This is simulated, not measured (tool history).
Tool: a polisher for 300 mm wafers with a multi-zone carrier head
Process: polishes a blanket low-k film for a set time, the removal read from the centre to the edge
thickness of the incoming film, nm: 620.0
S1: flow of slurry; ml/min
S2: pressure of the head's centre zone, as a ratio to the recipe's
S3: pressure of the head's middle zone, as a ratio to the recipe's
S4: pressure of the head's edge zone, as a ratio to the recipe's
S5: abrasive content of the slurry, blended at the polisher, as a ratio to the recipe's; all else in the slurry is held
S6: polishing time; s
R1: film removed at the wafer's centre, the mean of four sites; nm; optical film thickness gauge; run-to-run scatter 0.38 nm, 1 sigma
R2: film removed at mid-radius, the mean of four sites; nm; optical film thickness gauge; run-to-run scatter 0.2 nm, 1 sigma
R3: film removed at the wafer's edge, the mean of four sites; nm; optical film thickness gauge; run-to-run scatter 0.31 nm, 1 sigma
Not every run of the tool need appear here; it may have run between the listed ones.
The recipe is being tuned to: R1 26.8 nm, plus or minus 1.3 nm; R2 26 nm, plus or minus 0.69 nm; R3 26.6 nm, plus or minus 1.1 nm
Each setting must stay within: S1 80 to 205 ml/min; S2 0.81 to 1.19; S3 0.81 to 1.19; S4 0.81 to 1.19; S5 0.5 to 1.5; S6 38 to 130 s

run  hour   S1    S2    S3    S4    S5  S6      R1      R2      R3
  1     0  135     1     1     1     1  84  32.249   31.42  31.481
  2   7.9  160     1     1     1     1  84  33.081  33.097  33.594
  3  15.2  160     1  1.07     1     1  84  34.085  35.149  33.429
  4  16.7  140  0.99  1.03  0.97  0.95  84  30.889  31.907  31.556
  5  19.7  125     1  1.02  0.96   0.9  84  30.551  30.389  29.592
  6  20.3  125     1  0.94  0.96   0.9  84  30.165  28.101  29.993
  7  21.3  115  0.99  0.95  0.95   0.9  84  28.434  27.942  28.703
  8    25  105  0.99  0.94  0.94   0.9  84  28.882  26.918  27.904
  9  33.6  100  0.98  0.94  0.94   0.9  84  26.806   26.37   27.92
 10  37.6  100  0.98  0.94  0.93   0.9  84  26.174  26.935  28.001
 11  42.7  100  0.98  0.94  0.93   0.9  84  26.836  26.515  27.783

Consider the 4 candidate settings below. Which is the only one whose results all fall within their allowed miss of target?
  A  47.8   85  0.93  0.86  0.88  0.75  103   ?   ?   ?
  B  47.8  115  0.98  0.95  0.92   0.7   91   ?   ?   ?
  C  47.8   95  0.99  0.89  0.95  0.85   92   ?   ?   ?
  D  47.8  150  1.04   0.9  0.87  0.55  104   ?   ?   ?

move      R1      R2      R3
   A  26.806  25.846   28.46
   B  26.935  26.295  26.284
   C  28.794  26.609  29.087
   D  29.798  25.962  25.995
A: its largest miss is bigger than the last run's
B: hits every target within its allowed miss
C: its largest miss is bigger than the last run's
D: puts the biggest miss on target and leaves a different result outside tolerance
Correct choice: B, which meets every target
